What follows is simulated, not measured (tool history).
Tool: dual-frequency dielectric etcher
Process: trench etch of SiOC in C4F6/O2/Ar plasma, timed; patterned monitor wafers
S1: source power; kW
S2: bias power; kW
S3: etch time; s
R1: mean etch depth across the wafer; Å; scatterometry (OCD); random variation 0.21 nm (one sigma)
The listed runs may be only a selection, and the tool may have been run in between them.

Run 1, hour 0.0: S1 0.290 kW, S2 0.208 kW, S3 15.5 s. Result: R1 369.36 Å.
Run 2, hour 1.5: S1 0.310 kW, S2 0.208 kW, S3 15.5 s. Result: R1 380.15 Å.
Run 3, hour 2.5: S1 0.290 kW, S2 0.205 kW, S3 15.5 s. Result: R1 370.41 Å.
Run 4, hour 9.7: S1 0.290 kW, S2 0.205 kW, S3 16.5 s. Result: R1 393.34 Å.
Run 5, hour 11.2: S1 0.330 kW, S2 0.205 kW, S3 16.5 s. Result: R1 415.83 Å.
Run 6, hour 16.2: S1 0.380 kW, S2 0.205 kW, S3 16.5 s. Result: R1 436.14 Å.
Run 7, hour 20.2: S1 0.360 kW, S2 0.192 kW, S3 16.5 s. Result: R1 419.35 Å.
Run 8, hour 22.6: S1 0.340 kW, S2 0.181 kW, S3 16.5 s. Result: R1 400.72 Å.
Run 9, hour 25.8: S1 0.320 kW, S2 0.173 kW, S3 16.5 s. Result: R1 390.38 Å.
Run 10, hour 34.4: S1 0.310 kW, S2 0.165 kW, S3 16.5 s. Result: R1 381.14 Å.
Run 11, hour 39.4: S1 0.300 kW, S2 0.159 kW, S3 16.5 s. Result: R1 381.21 Å.
Run 12, hour 41.8: S1 0.300 kW, S2 0.159 kW, S3 16.5 s. Result: R1 379.37 Å.

What does the tool deliver on the next run?
Run 13, hour 46.8: S1 0.240 kW, S2 0.127 kW, S3 16.5 s. Result: R1 ?.

Run 13 produced R1 335.72 Å.
